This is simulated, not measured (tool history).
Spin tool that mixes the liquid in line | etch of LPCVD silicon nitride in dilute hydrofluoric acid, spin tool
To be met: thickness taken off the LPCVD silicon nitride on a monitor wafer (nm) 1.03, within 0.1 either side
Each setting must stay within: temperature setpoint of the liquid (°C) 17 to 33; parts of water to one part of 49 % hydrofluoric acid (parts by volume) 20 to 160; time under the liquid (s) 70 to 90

run,hour,temperature setpoint of the liquid (°C),parts of water to one part of 49 % hydrofluoric acid (parts by volume),time under the liquid (s),thickness taken off the LPCVD silicon nitride on a monitor wafer (nm)
1,0,25,90,90,0.57703
2,4.7,25,120,90,0.43259
3,10,23,120,90,0.38016
4,15,24.5,120,90,0.43218
5,16.8,22,120,90,0.35574
6,21.5,24,110,90,0.44061
7,22.8,28,75,90,0.87376
8,31.5,28,75,90,0.84983
9,36.9,28.5,75,90,0.8653

4 next moves are on the table. One of them brings every result within its allowed miss. Which?
A,42.3,29,90,75,?
B,42.3,27.5,80,80,?
C,42.3,30,65,80,?
D,42.3,32.5,70,90,?

move,thickness taken off the LPCVD silicon nitride on a monitor wafer (nm)
A,0.61435
B,0.66937
C,0.96657
D,1.1827
A: misses by more than the last run did
B: misses by more than the last run did
C: each result inside its tolerance
D: pushes the last run's worst result past its target
The move that meets every target is C.
